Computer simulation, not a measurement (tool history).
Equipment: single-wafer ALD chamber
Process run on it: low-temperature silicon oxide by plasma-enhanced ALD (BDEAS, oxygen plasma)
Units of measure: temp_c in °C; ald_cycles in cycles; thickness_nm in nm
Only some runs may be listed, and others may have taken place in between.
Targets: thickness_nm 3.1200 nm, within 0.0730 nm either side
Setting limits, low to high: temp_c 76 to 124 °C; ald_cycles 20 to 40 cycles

{"run": 1, "hour": 0.0, "temp_c": 100, "ald_cycles": 30, "thickness_nm": 4.1533}
{"run": 2, "hour": 2.5, "temp_c": 100, "ald_cycles": 33, "thickness_nm": 4.5589}
{"run": 3, "hour": 3.1, "temp_c": 102, "ald_cycles": 30, "thickness_nm": 4.116}
{"run": 4, "hour": 6.4, "temp_c": 91, "ald_cycles": 30, "thickness_nm": 4.272}
{"run": 5, "hour": 11.0, "temp_c": 83, "ald_cycles": 30, "thickness_nm": 4.3367}
{"run": 6, "hour": 12.4, "temp_c": 92, "ald_cycles": 30, "thickness_nm": 4.2066}
{"run": 7, "hour": 19.9, "temp_c": 94, "ald_cycles": 28, "thickness_nm": 3.9401}
{"run": 8, "hour": 21.0, "temp_c": 96, "ald_cycles": 27, "thickness_nm": 3.7527}

Below are 4 possible settings for the next run. Only one of them brings all results inside the allowed miss of their targets. Which is it?
{"run": "A", "hour": 22.1, "temp_c": 97, "ald_cycles": 21, "thickness_nm": "?"}
{"run": "B", "hour": 22.1, "temp_c": 92, "ald_cycles": 21, "thickness_nm": "?"}
{"run": "C", "hour": 22.1, "temp_c": 108, "ald_cycles": 22, "thickness_nm": "?"}
{"run": "D", "hour": 22.1, "temp_c": 90, "ald_cycles": 22, "thickness_nm": "?"}

move=A thickness_nm=2.9247
move=B thickness_nm=2.9687
move=C thickness_nm=3.0104
move=D thickness_nm=3.1295
A: takes the biggest miss from the last run beyond its target
B: takes the biggest miss from the last run beyond its target
C: takes the biggest miss from the last run beyond its target
D: each result inside its tolerance
Move D is the one to make.
